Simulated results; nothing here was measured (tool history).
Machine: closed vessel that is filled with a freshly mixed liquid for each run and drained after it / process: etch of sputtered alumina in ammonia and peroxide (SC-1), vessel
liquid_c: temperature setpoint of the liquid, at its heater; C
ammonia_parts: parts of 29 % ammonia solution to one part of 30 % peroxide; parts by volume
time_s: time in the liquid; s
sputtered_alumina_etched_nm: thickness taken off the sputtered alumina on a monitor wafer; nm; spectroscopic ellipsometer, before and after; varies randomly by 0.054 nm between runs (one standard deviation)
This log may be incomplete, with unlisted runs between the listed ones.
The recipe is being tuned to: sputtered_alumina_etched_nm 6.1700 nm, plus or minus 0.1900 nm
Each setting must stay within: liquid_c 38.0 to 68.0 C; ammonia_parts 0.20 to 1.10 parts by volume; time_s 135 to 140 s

Run 1, day 0.000: liquid_c 52.0 C, ammonia_parts 0.60 parts by volume, time_s 135 s. Result: sputtered_alumina_etched_nm 7.9555 nm.
Run 2, day 0.179: liquid_c 52.0 C, ammonia_parts 0.60 parts by volume, time_s 135 s. Result: sputtered_alumina_etched_nm 8.0270 nm.
Run 3, day 0.342: liquid_c 50.5 C, ammonia_parts 0.60 parts by volume, time_s 135 s. Result: sputtered_alumina_etched_nm 7.2244 nm.
Run 4, day 0.554: liquid_c 50.0 C, ammonia_parts 0.60 parts by volume, time_s 135 s. Result: sputtered_alumina_etched_nm 7.2609 nm.
Run 5, day 0.662: liquid_c 50.0 C, ammonia_parts 0.60 parts by volume, time_s 135 s. Result: sputtered_alumina_etched_nm 7.2251 nm.
Run 6, day 0.958: liquid_c 50.0 C, ammonia_parts 0.60 parts by volume, time_s 140 s. Result: sputtered_alumina_etched_nm 7.3809 nm.
Run 7, day 1.175: liquid_c 49.0 C, ammonia_parts 0.60 parts by volume, time_s 140 s. Result: sputtered_alumina_etched_nm 6.9505 nm.
Run 8, day 1.483: liquid_c 48.5 C, ammonia_parts 0.60 parts by volume, time_s 140 s. Result: sputtered_alumina_etched_nm 6.8628 nm.

Which one of the following 4 next-run settings gets every result inside its allowed miss? There is exactly one.
Run A, day 1.792: liquid_c 49.5 C, ammonia_parts 0.80 parts by volume, time_s 140 s. Result: sputtered_alumina_etched_nm ?.
Run B, day 1.792: liquid_c 48.5 C, ammonia_parts 0.60 parts by volume, time_s 135 s. Result: sputtered_alumina_etched_nm ?.
Run C, day 1.792: liquid_c 47.5 C, ammonia_parts 0.55 parts by volume, time_s 135 s. Result: sputtered_alumina_etched_nm ?.
Run D, day 1.792: liquid_c 50.0 C, ammonia_parts 0.55 parts by volume, time_s 140 s. Result: sputtered_alumina_etched_nm ?.

move  sputtered_alumina_etched_nm
   A                       7.4472
   B                       6.6108
   C                       6.2005
   D                       7.3871
A: moves away from the targets compared with the last run
B: gains on the last run, yet a result remains outside its allowed miss
C: hits every target within its allowed miss
D: moves away from the targets compared with the last run
C meets every target.
